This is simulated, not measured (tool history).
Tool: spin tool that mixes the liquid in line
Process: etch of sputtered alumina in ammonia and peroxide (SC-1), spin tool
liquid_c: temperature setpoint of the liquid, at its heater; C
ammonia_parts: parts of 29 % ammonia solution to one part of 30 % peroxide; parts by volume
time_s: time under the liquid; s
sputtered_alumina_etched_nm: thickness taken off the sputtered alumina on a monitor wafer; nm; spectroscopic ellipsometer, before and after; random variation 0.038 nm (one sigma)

{"run": 1, "day": 0.0, "liquid_c": 59.0, "ammonia_parts": 0.95, "time_s": 50, "sputtered_alumina_etched_nm": 2.3056}
{"run": 2, "day": 0.3, "liquid_c": 60.5, "ammonia_parts": 0.95, "time_s": 50, "sputtered_alumina_etched_nm": 2.4386}
{"run": 3, "day": 0.471, "liquid_c": 66.5, "ammonia_parts": 0.95, "time_s": 50, "sputtered_alumina_etched_nm": 3.3117}
{"run": 4, "day": 0.55, "liquid_c": 67.0, "ammonia_parts": 1.0, "time_s": 50, "sputtered_alumina_etched_nm": 3.441}
{"run": 5, "day": 0.9, "liquid_c": 67.5, "ammonia_parts": 1.0, "time_s": 50, "sputtered_alumina_etched_nm": 3.4822}
{"run": 6, "day": 1.121, "liquid_c": 67.5, "ammonia_parts": 0.8, "time_s": 50, "sputtered_alumina_etched_nm": 3.4995}
{"run": 7, "day": 1.446, "liquid_c": 68.0, "ammonia_parts": 0.85, "time_s": 50, "sputtered_alumina_etched_nm": 3.4754}

The next listed run, before its measurement:
{"run": 8, "day": 1.475, "liquid_c": 68.5, "ammonia_parts": 0.9, "time_s": 50, "sputtered_alumina_etched_nm": "?"}

{"run 8": {"sputtered_alumina_etched_nm": 3.6251}}

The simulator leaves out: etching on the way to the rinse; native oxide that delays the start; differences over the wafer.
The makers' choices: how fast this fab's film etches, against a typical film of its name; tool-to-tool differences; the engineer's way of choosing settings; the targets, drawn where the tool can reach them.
